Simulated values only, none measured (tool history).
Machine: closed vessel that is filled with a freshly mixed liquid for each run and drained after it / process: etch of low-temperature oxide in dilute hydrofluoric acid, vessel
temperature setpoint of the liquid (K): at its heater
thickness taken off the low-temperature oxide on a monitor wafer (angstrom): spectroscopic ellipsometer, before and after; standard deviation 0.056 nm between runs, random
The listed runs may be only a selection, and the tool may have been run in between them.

run,day,temperature setpoint of the liquid (K),parts of water to one part of 49 % hydrofluoric acid (parts by volume),time in the liquid (s),thickness taken off the low-temperature oxide on a monitor wafer (angstrom)
1,0,298.15,125,30,57.378
2,0.192,299.15,120,30,62.34
3,0.462,299.15,100,30,76.985
4,0.683,299.15,100,30,77.794
5,0.904,299.15,65,30,124.19
6,1.171,299.15,95,30,82.291

Run 7, settings as shown, results not yet in. Your forecast:
# day 1.342: thermometer replaced
7,1.342,299.65,95,30,?

thickness taken off the low-temperature oxide on a monitor wafer (angstrom): 89.444
